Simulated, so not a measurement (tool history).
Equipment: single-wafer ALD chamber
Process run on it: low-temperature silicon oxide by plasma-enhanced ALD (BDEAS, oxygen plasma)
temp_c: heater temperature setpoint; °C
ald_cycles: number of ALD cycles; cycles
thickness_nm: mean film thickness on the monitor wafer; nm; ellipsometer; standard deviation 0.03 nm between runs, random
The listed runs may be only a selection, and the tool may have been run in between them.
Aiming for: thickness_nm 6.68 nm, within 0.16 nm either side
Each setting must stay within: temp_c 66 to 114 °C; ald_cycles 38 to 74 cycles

{"run": 1, "hour": 0.0, "temp_c": 90, "ald_cycles": 56, "thickness_nm": 8.5427}
{"run": 2, "hour": 7.0, "temp_c": 92, "ald_cycles": 54, "thickness_nm": 8.092}
{"run": 3, "hour": 11.0, "temp_c": 94, "ald_cycles": 53, "thickness_nm": 7.9324}
{"run": 4, "hour": 12.2, "temp_c": 88, "ald_cycles": 53, "thickness_nm": 8.0576}
{"run": 5, "hour": 12.9, "temp_c": 88, "ald_cycles": 60, "thickness_nm": 9.1398}
{"run": 6, "hour": 20.8, "temp_c": 90, "ald_cycles": 57, "thickness_nm": 8.6679}
{"run": 7, "hour": 22.2, "temp_c": 92, "ald_cycles": 55, "thickness_nm": 8.2171}
{"run": 8, "hour": 31.1, "temp_c": 94, "ald_cycles": 54, "thickness_nm": 8.1148}
{"run": 9, "hour": 33.7, "temp_c": 95, "ald_cycles": 52, "thickness_nm": 7.8181}
{"run": 10, "hour": 40.6, "temp_c": 106, "ald_cycles": 43, "thickness_nm": 6.1751}
{"run": 11, "hour": 44.1, "temp_c": 104, "ald_cycles": 43, "thickness_nm": 6.2606}
{"run": 12, "hour": 46.6, "temp_c": 103, "ald_cycles": 43, "thickness_nm": 6.2712}
{"run": 13, "hour": 49.3, "temp_c": 102, "ald_cycles": 43, "thickness_nm": 6.2985}
{"run": 14, "hour": 56.3, "temp_c": 102, "ald_cycles": 43, "thickness_nm": 6.2983}
{"run": 15, "hour": 60.4, "temp_c": 101, "ald_cycles": 43, "thickness_nm": 6.2338}

Next run, 5 choices. One meets every target within its allowed miss, the rest don't. Which?
{"run": "A", "hour": 64.5, "temp_c": 101, "ald_cycles": 46, "thickness_nm": "?"}
{"run": "B", "hour": 64.5, "temp_c": 95, "ald_cycles": 48, "thickness_nm": "?"}
{"run": "C", "hour": 64.5, "temp_c": 99, "ald_cycles": 43, "thickness_nm": "?"}
{"run": "D", "hour": 64.5, "temp_c": 94, "ald_cycles": 47, "thickness_nm": "?"}
{"run": "E", "hour": 64.5, "temp_c": 92, "ald_cycles": 46, "thickness_nm": "?"}

move=A thickness_nm=6.7082
move=B thickness_nm=7.1332
move=C thickness_nm=6.3105
move=D thickness_nm=7.0063
move=E thickness_nm=6.8998
A: hits every target within its allowed miss
B: takes the result that was furthest off past its target
C: better than the last run, though not everything is in spec
D: takes the result that was furthest off past its target
E: takes the result that was furthest off past its target
Go with A: it meets all targets.
